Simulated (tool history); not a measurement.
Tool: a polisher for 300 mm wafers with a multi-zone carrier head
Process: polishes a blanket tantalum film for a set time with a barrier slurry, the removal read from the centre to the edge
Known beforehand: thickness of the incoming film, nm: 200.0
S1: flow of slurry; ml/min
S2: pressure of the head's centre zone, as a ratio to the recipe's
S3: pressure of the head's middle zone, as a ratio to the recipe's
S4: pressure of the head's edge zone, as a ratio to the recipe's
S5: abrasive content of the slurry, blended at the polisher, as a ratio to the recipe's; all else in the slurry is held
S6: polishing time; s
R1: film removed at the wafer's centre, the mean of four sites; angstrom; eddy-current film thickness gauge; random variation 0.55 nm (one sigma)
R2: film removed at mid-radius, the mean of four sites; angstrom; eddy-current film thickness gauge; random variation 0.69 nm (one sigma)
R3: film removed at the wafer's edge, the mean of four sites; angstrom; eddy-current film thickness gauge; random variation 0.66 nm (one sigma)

Run 1, hour 0.0: S1 305 ml/min, S2 1.00, S3 1.00, S4 1.00, S5 1.00, S6 56 s. Result: R1 709.70 angstrom, R2 711.73 angstrom, R3 722.74 angstrom.
Run 2, hour 6.3: S1 305 ml/min, S2 1.00, S3 1.00, S4 1.00, S5 1.00, S6 47 s. Result: R1 597.20 angstrom, R2 589.74 angstrom, R3 603.47 angstrom.
Run 3, hour 10.8: S1 310 ml/min, S2 0.99, S3 1.04, S4 1.04, S5 1.05, S6 47 s. Result: R1 602.27 angstrom, R2 627.30 angstrom, R3 628.63 angstrom.
Run 4, hour 17.4: S1 320 ml/min, S2 0.98, S3 1.07, S4 1.07, S5 1.10, S6 47 s. Result: R1 596.09 angstrom, R2 642.62 angstrom, R3 638.70 angstrom.
Run 5, hour 21.8: S1 320 ml/min, S2 0.98, S3 1.07, S4 1.03, S5 1.10, S6 47 s. Result: R1 598.66 angstrom, R2 651.18 angstrom, R3 632.46 angstrom.
Run 6, hour 25.4: S1 325 ml/min, S2 0.97, S3 1.09, S4 1.06, S5 1.15, S6 47 s. Result: R1 594.35 angstrom, R2 659.72 angstrom, R3 646.54 angstrom.
Run 7, hour 27.3: S1 345 ml/min, S2 0.96, S3 1.19, S4 1.14, S5 1.40, S6 48 s. Result: R1 646.13 angstrom, R2 778.40 angstrom, R3 721.62 angstrom.

Estimate the outcome of run 8 from the log above:
Run 8, hour 32.8: S1 340 ml/min, S2 0.95, S3 1.18, S4 1.14, S5 1.40, S6 48 s. Result: R1 ?, R2 ?, R3 ?.

{"run 8": {"R1": 619.16, "R2": 754.51, "R3": 711.99}}
